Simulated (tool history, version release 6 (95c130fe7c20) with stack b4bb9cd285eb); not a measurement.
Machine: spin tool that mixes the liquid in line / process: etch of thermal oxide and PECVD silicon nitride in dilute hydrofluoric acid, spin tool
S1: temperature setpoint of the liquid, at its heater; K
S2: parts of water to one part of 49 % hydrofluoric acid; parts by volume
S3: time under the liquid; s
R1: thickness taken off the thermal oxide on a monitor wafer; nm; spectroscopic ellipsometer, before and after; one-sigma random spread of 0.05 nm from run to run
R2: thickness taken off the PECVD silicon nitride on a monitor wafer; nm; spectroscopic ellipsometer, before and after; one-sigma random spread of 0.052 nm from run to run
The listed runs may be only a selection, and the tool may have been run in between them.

run 1 hour=0 | S1=299.15 S2=235 S3=180 | R1=3.6776 R2=1.726
run 2 hour=3.7 | S1=300.15 S2=220 S3=180 | R1=4.2145 R2=1.9598
run 3 hour=9.9 | S1=300.15 S2=220 S3=130 | R1=2.9808 R2=1.4325
run 4 hour=13.2 | S1=301.15 S2=205 S3=130 | R1=3.4079 R2=1.5921
run 5 hour=20.1 | S1=302.15 S2=195 S3=135 | R1=3.8514 R2=1.8893
run 6 hour=25.2 | S1=302.15 S2=195 S3=205 | R1=5.8114 R2=2.7555
-- hour=32.5 hydrofluoric acid flow meter replaced
run 7 hour=32.5 | S1=302.65 S2=190 S3=205 | R1=5.5941 R2=2.7745
run 8 hour=35.4 | S1=303.15 S2=185 S3=205 | R1=5.7782 R2=2.912
run 9 hour=36.4 | S1=303.15 S2=180 S3=205 | R1=6.0182 R2=3.0463
run 10 hour=44.9 | S1=303.15 S2=175 S3=205 | R1=6.1949 R2=3.1256
run 11 hour=50.2 | S1=303.15 S2=170 S3=205 | R1=6.4158 R2=3.1516
run 12 hour=51.2 | S1=303.15 S2=165 S3=205 | R1=6.6011 R2=3.2931

Run 13 is up next; what results do you expect?
run 13 hour=58.2 | S1=303.15 S2=160 S3=205 | R1=? R2=?

{"run 13": {"R1": 6.949, "R2": 3.4128}}
